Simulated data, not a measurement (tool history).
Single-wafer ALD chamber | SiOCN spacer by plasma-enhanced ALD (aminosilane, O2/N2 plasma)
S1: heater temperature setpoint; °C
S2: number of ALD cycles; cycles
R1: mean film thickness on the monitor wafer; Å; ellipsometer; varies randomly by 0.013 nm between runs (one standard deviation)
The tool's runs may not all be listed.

run	hour	S1	S2	R1
1	0.0	390	77	52.997
2	5.5	390	84	57.714
3	12.1	390	90	62.193
4	13.1	398	90	61.658
5	14.3	408	90	60.573
6	21.9	413	90	59.459
7	22.9	413	85	56.294
8	29.9	413	81	53.388

Predict the results of run 9:
9	37.0	413	79	?

Run 9 came out at R1 52.389 Å.
